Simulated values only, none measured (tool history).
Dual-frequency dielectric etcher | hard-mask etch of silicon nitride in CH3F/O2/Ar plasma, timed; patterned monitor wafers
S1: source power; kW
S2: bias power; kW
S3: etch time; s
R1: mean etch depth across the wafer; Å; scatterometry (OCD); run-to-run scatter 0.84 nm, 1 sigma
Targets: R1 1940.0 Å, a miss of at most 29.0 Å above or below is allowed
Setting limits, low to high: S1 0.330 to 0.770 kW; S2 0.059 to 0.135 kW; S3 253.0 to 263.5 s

run  hour     S1     S2     S3      R1
  1   0.0  0.550  0.097  253.0  2114.3
  2   7.0  0.550  0.097  253.0  2116.7
  3  13.1  0.550  0.113  253.0  2204.9
  4  15.9  0.530  0.112  253.0  2166.1
  5  19.0  0.530  0.112  263.5  2289.0
  6  22.8  0.530  0.124  263.5  2340.1
  7  23.7  0.530  0.124  263.5  2322.4
  8  25.2  0.510  0.122  263.0  2274.1
  9  33.3  0.400  0.105  261.5  2020.3
 10  36.8  0.390  0.105  261.5  2029.5
 11  42.2  0.390  0.105  261.5  2020.6
 12  48.0  0.380  0.105  261.5  1984.7

Which single option among these 5 for the next run brings every result within its allowed miss of target? Just one does.
  A  53.8  0.470  0.111  256.0   ?
  B  53.8  0.370  0.120  257.0   ?
  C  53.8  0.400  0.102  262.5   ?
  D  53.8  0.340  0.116  257.0   ?
  E  53.8  0.400  0.104  263.0   ?

move      R1
   A  2108.7
   B  2012.6
   C  2010.6
   D  1944.3
   E  2025.1
A: further off than the last run
B: further off than the last run
C: further off than the last run
D: each result inside its tolerance
E: further off than the last run
Correct choice: D, which meets every target
